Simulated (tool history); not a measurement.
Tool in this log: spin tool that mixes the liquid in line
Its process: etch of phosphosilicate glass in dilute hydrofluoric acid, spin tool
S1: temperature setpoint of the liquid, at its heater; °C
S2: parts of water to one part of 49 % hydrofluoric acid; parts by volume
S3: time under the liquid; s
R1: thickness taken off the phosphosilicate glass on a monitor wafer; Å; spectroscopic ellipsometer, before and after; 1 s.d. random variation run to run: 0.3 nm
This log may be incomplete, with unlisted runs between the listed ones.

| run | hour | S1 | S2 | S3 | R1 |
|---|---|---|---|---|---|
| 1 | 0 | 21 | 135 | 75 | 577.61 |
| 2 | 0.9 | 18.5 | 135 | 75 | 513.36 |
| 3 | 8.7 | 18.5 | 160 | 75 | 432.12 |
| 4 | 15.3 | 18 | 160 | 75 | 421.83 |
| 5 | 20.8 | 21 | 160 | 75 | 475.55 |
| 6 | 24.3 | 20 | 160 | 75 | 456.52 |
| 7 | 25.1 | 19 | 160 | 75 | 439.11 |
| 8 | 26.6 | 18.5 | 160 | 75 | 433.78 |

Run 9 is up next; what results do you expect?
| 9 | 29.7 | 18 | 160 | 75 | ? |

{"run 9": {"R1": 420.31}}
